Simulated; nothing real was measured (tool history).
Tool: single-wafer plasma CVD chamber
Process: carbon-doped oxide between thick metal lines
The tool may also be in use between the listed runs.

run	day	heater temperature setpoint (deg C)	chamber pressure (mTorr)	RF power (W)	deposition time (s)	mean film thickness on the monitor wafer (angstrom)
1	0.000	365	4250	640	154	8595.8
2	0.192	365	3650	640	154	8401.7
3	0.396	365	4210	640	154	8456.0
4	0.529	375	4210	640	154	8358.7
5	0.846	376	4090	625	154	8245.2
6	1.083	376	4450	625	154	8301.5
7	1.167	377	4360	610	154	8201.0

The next listed run, before its measurement:
8	1.308	377	4360	610	154	?

Run 8 gave mean film thickness on the monitor wafer (angstrom) 8251.8.

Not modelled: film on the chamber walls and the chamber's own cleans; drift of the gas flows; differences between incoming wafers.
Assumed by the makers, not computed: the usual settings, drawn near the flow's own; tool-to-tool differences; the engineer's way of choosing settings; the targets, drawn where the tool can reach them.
